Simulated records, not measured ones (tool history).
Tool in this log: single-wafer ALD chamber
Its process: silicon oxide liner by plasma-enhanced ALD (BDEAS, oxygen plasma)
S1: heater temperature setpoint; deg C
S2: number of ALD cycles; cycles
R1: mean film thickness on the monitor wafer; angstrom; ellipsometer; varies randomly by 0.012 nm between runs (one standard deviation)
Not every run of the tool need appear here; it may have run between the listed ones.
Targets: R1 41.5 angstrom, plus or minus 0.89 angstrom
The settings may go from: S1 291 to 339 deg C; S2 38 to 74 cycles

{"run": 1, "hour": 0.0, "S1": 315, "S2": 56, "R1": 46.38}
{"run": 2, "hour": 8.2, "S1": 315, "S2": 60, "R1": 49.846}
{"run": 3, "hour": 10.2, "S1": 315, "S2": 52, "R1": 43.144}
{"run": 4, "hour": 11.1, "S1": 309, "S2": 52, "R1": 43.431}
{"run": 5, "hour": 18.5, "S1": 309, "S2": 57, "R1": 47.796}
{"run": 6, "hour": 22.2, "S1": 310, "S2": 56, "R1": 46.911}
{"run": 7, "hour": 28.5, "S1": 310, "S2": 56, "R1": 46.741}
{"run": 8, "hour": 30.1, "S1": 310, "S2": 55, "R1": 45.865}
{"run": 9, "hour": 38.1, "S1": 310, "S2": 54, "R1": 45.237}
{"run": 10, "hour": 39.1, "S1": 311, "S2": 53, "R1": 44.273}
{"run": 11, "hour": 39.9, "S1": 311, "S2": 52, "R1": 43.545}

Exactly one of the 4 candidate moves below puts every result within its allowed miss. Which one?
{"run": "A", "hour": 40.7, "S1": 315, "S2": 50, "R1": "?"}
{"run": "B", "hour": 40.7, "S1": 317, "S2": 53, "R1": "?"}
{"run": "C", "hour": 40.7, "S1": 317, "S2": 47, "R1": "?"}
{"run": "D", "hour": 40.7, "S1": 318, "S2": 54, "R1": "?"}

move=A R1=41.49
move=B R1=43.869
move=C R1=38.903
move=D R1=44.64
A: every result lands within tolerance
B: the biggest miss grows against the last run
C: takes the biggest miss from the last run beyond its target
D: the biggest miss grows against the last run
The right move is A.

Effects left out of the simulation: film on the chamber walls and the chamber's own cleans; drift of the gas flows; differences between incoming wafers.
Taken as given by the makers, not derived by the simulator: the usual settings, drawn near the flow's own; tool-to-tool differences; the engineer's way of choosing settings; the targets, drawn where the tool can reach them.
